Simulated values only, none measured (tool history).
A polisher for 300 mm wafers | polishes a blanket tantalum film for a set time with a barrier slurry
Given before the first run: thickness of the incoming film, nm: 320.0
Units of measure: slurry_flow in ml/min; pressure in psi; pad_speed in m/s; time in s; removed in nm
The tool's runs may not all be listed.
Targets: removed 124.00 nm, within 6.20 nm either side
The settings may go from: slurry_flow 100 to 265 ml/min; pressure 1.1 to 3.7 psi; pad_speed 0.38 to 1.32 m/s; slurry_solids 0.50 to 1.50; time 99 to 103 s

run    day  slurry_flow  pressure  pad_speed  slurry_solids  time  removed
  1  0.000          170       2.4       0.84           1.00    99   201.77
  2  0.096          170       2.4       0.72           1.00    99   175.63
  3  0.458          170       2.2       0.72           1.00    99   162.78
  4  0.608          170       2.2       0.86           1.00    99   185.84
  5  0.958          170       2.0       0.86           1.00    99   169.58
  6  1.150          170       1.8       0.86           1.00    99   157.56
  7  1.512          170       1.7       0.86           1.00    99   147.06
  8  1.704          170       1.6       0.86           1.00    99   136.59
  9  1.892          170       1.5       0.86           1.00    99   132.56

Consider the 4 candidate settings below. Which is the only one whose results all fall within their allowed miss of target?
  A  2.079          160       1.5       0.88           1.15   103        ?
  B  2.079          175       1.4       0.88           0.90   101        ?
  C  2.079          175       1.5       0.86           1.00   101        ?
  D  2.079          180       1.6       0.84           1.00   103        ?

move  removed
   A   142.77
   B   125.63
   C   134.60
   D   143.33
A: moves away from the targets compared with the last run
B: all results in spec
C: moves away from the targets compared with the last run
D: moves away from the targets compared with the last run
Move B is the one to make.
